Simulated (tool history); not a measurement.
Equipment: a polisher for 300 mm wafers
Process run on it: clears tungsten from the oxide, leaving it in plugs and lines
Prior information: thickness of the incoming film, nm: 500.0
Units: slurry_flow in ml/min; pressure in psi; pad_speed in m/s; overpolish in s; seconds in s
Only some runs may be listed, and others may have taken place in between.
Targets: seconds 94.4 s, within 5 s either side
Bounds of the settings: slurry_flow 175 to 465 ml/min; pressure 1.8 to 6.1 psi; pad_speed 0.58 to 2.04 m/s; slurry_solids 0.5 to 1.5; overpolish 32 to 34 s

Run 1, hour 0: slurry_flow 295 ml/min, pressure 3.9 psi, pad_speed 1.3 m/s, slurry_solids 1, overpolish 32 s. Result: seconds 66.4 s.
Run 2, hour 5.8: slurry_flow 295 ml/min, pressure 3.9 psi, pad_speed 1.3 m/s, slurry_solids 1, overpolish 32 s. Result: seconds 65.256 s.
Run 3, hour 6.7: slurry_flow 295 ml/min, pressure 3.7 psi, pad_speed 1.3 m/s, slurry_solids 1, overpolish 32 s. Result: seconds 68.37 s.
Run 4, hour 8.5: slurry_flow 295 ml/min, pressure 3.7 psi, pad_speed 1.54 m/s, slurry_solids 1, overpolish 32 s. Result: seconds 58.468 s.
Run 5, hour 11.2: slurry_flow 295 ml/min, pressure 3.7 psi, pad_speed 1.34 m/s, slurry_solids 1, overpolish 32 s. Result: seconds 65.875 s.
Run 6, hour 18.2: slurry_flow 295 ml/min, pressure 3.4 psi, pad_speed 1.32 m/s, slurry_solids 1, overpolish 32 s. Result: seconds 73.463 s.
Run 7, hour 20.9: slurry_flow 295 ml/min, pressure 3.2 psi, pad_speed 1.32 m/s, slurry_solids 1, overpolish 32 s. Result: seconds 78.314 s.
Run 8, hour 22.6: slurry_flow 295 ml/min, pressure 3.1 psi, pad_speed 1.32 m/s, slurry_solids 1, overpolish 32 s. Result: seconds 80.241 s.
Run 9, hour 28.3: slurry_flow 295 ml/min, pressure 3 psi, pad_speed 1.32 m/s, slurry_solids 1, overpolish 32 s. Result: seconds 83.561 s.
Run 10, hour 32.4: slurry_flow 295 ml/min, pressure 2.5 psi, pad_speed 1.3 m/s, slurry_solids 1, overpolish 32 s. Result: seconds 101.18 s.

Below are 5 possible settings for the next run. Only one of them brings all results inside the allowed miss of their targets. Which is it?
Run A, hour 36.5: slurry_flow 365 ml/min, pressure 2.2 psi, pad_speed 1.48 m/s, slurry_solids 0.7, overpolish 34 s. Result: seconds ?.
Run B, hour 36.5: slurry_flow 310 ml/min, pressure 2.2 psi, pad_speed 1.44 m/s, slurry_solids 0.9, overpolish 32 s. Result: seconds ?.
Run C, hour 36.5: slurry_flow 370 ml/min, pressure 1.9 psi, pad_speed 1.44 m/s, slurry_solids 0.95, overpolish 32 s. Result: seconds ?.
Run D, hour 36.5: slurry_flow 305 ml/min, pressure 2.6 psi, pad_speed 1.18 m/s, slurry_solids 1, overpolish 34 s. Result: seconds ?.
Run E, hour 36.5: slurry_flow 215 ml/min, pressure 3.1 psi, pad_speed 1.08 m/s, slurry_solids 1.2, overpolish 34 s. Result: seconds ?.

move  seconds
   A   110.87
   B   105.16
   C   116.73
   D   105.08
   E   94.876
A: moves away from the targets compared with the last run
B: moves away from the targets compared with the last run
C: moves away from the targets compared with the last run
D: moves away from the targets compared with the last run
E: in spec on every target
Answer: E

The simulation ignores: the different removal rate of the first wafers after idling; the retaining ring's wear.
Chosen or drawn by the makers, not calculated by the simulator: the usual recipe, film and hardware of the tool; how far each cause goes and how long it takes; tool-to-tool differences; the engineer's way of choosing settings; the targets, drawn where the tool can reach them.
